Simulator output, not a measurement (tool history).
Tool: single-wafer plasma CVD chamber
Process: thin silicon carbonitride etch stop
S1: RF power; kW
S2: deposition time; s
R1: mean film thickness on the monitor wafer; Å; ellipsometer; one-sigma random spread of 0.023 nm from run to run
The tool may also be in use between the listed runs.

run,hour,S1,S2,R1
1,0,0.23,13.8,87.607
2,6.2,0.225,13.5,84.833
3,10.5,0.205,13.5,83.219
4,13.9,0.2,13.2,81.254
5,20.9,0.195,12.9,78.52
6,25.3,0.195,13.6,82.69
7,26.1,0.19,13.3,80.318
8,30.9,0.185,13.1,79.664

Run 9 has not been measured yet. What should we expect?
9,38.1,0.185,12.8,?

Run 9 measured R1 76.881 Å.
